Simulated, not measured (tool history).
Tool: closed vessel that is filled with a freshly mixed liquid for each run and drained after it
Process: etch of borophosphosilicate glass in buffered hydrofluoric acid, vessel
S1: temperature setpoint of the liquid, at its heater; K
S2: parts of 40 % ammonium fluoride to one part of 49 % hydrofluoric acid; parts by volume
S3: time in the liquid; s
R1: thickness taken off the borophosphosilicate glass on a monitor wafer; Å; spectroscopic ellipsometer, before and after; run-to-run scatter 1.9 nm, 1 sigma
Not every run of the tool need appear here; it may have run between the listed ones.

| run | day | S1 | S2 | S3 | R1 |
|---|---|---|---|---|---|
| 1 | 0.000 | 295.15 | 13.5 | 105 | 2178.1 |
| 2 | 0.233 | 295.15 | 13.5 | 105 | 2198.6 |
| 3 | 0.558 | 295.15 | 16.5 | 105 | 1794.0 |
| 4 | 0.825 | 293.15 | 16.5 | 105 | 1623.7 |
| 5 | 1.058 | 296.15 | 16.5 | 105 | 1906.6 |
| 6 | 1.317 | 298.15 | 16.5 | 105 | 2149.5 |
| 7 | 1.683 | 299.15 | 16.5 | 105 | 2248.7 |
| 8 | 2.000 | 300.15 | 16.5 | 105 | 2348.3 |
| 9 | 2.038 | 300.65 | 16.5 | 105 | 2411.3 |
| 10 | 2.329 | 301.15 | 16.5 | 105 | 2486.7 |

Run 11 is up next; what results do you expect?
| 11 | 2.567 | 301.65 | 16.5 | 105 | ? |

R1: 2517.6 Å

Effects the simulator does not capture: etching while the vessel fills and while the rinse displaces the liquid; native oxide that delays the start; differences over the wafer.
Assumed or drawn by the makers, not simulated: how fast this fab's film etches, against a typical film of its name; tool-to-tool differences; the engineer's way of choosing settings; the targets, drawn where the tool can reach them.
